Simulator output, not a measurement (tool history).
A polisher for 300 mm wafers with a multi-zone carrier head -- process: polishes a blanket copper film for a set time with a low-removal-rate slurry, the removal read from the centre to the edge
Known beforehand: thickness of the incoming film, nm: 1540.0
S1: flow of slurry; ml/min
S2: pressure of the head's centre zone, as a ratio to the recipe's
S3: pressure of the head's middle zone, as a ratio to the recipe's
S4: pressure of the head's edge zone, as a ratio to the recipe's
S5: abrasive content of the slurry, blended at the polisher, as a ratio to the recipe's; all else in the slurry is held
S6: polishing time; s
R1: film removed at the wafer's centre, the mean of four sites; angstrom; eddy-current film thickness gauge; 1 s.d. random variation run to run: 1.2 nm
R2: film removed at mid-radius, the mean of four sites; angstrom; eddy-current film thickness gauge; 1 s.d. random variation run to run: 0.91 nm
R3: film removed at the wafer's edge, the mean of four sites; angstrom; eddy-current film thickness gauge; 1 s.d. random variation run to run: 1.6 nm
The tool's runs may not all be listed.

| run | hour | S1 | S2 | S3 | S4 | S5 | S6 | R1 | R2 | R3 |
|---|---|---|---|---|---|---|---|---|---|---|
| 1 | 0 | 170 | 1 | 1 | 1 | 1 | 53 | 1006.5 | 1013.5 | 971.72 |
| 2 | 8.5 | 170 | 1 | 1 | 1 | 1 | 60 | 1157.3 | 1158.9 | 1101 |
| 3 | 17.3 | 170 | 1 | 1 | 0.93 | 1 | 60 | 1153 | 1156.5 | 1063.3 |
| 4 | 24 | 185 | 0.97 | 1.04 | 0.97 | 1.05 | 60 | 1138.4 | 1236 | 1149.4 |
| 5 | 30.8 | 200 | 0.96 | 1.07 | 0.96 | 1.05 | 60 | 1157.7 | 1287.4 | 1139.3 |
| 6 | 36.1 | 210 | 0.94 | 1.09 | 0.98 | 1.05 | 60 | 1154.5 | 1305.1 | 1151 |
| 7 | 44.1 | 215 | 0.92 | 1.11 | 0.99 | 1.1 | 60 | 1142.1 | 1352.3 | 1178.4 |

Run 8 has not been measured yet. What should we expect?
| 8 | 46.6 | 220 | 0.91 | 1.13 | 1 | 1.15 | 60 | ? | ? | ? |

{"run 8": {"R1": 1112.1, "R2": 1396.4, "R3": 1218.4}}
